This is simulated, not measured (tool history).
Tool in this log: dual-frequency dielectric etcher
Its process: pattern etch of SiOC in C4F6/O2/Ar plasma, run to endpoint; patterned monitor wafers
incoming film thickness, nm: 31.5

run	hour	bias power (kW)	source power (kW)	endpoint time (s)
1	0	0.45	0.34	11.029
2	4.9	0.512	0.34	10.297
3	13.2	0.531	0.34	10.159
4	15	0.531	0.37	9.8776
5	17.4	0.546	0.37	9.6378
6	19.3	0.598	0.37	9.2348
7	23.3	0.602	0.37	9.2678

What does the tool deliver on the next run?
8	27.9	0.606	0.37	?

endpoint time (s): 9.2132
